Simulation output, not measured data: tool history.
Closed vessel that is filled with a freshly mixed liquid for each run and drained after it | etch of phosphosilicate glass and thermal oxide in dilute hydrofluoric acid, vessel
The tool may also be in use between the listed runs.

| run | hour | temperature setpoint of the liquid (K) | parts of water to one part of 49 % hydrofluoric acid (parts by volume) | time in the liquid (s) | thickness taken off the phosphosilicate glass on a monitor wafer (angstrom) | thickness taken off the thermal oxide on a monitor wafer (angstrom) |
|---|---|---|---|---|---|---|
| 1 | 0 | 295.15 | 200 | 60 | 215.14 | 12.233 |
| 2 | 2 | 295.15 | 160 | 60 | 281.01 | 16.091 |
| 3 | 3.3 | 296.65 | 140 | 60 | 344.81 | 20.084 |
| 4 | 6.9 | 297.65 | 125 | 60 | 410.17 | 24.131 |
| 5 | 13.6 | 298.65 | 115 | 60 | 474.89 | 27.14 |
| 6 | 15.5 | 299.65 | 110 | 60 | 516.15 | 31.41 |
| 7 | 17.8 | 300.15 | 105 | 60 | 552.49 | 32.431 |
| 8 | 23 | 303.15 | 60 | 60 | 1154.7 | 68.355 |
| 9 | 23.7 | 302.15 | 60 | 60 | 1116.4 | 65.144 |
| 10 | 26.6 | 301.15 | 60 | 60 | 1070.3 | 59.824 |
| 11 | 31 | 300.15 | 60 | 60 | 1030.8 | 63.562 |
| 12 | 35.5 | 299.65 | 65 | 60 | 918.19 | 51.908 |
| 13 | 43.1 | 299.15 | 65 | 60 | 911.36 | 54.541 |
| 14 | 45.2 | 298.65 | 65 | 60 | 897.19 | 51.468 |
| 15 | 46.1 | 298.15 | 65 | 60 | 873.15 | 47.406 |

Forecast run 16:
| 16 | 52 | 298.15 | 70 | 60 | ? | ? |

Run 16 gave thickness taken off the phosphosilicate glass on a monitor wafer (angstrom) 802.79, thickness taken off the thermal oxide on a monitor wafer (angstrom) 47.629.
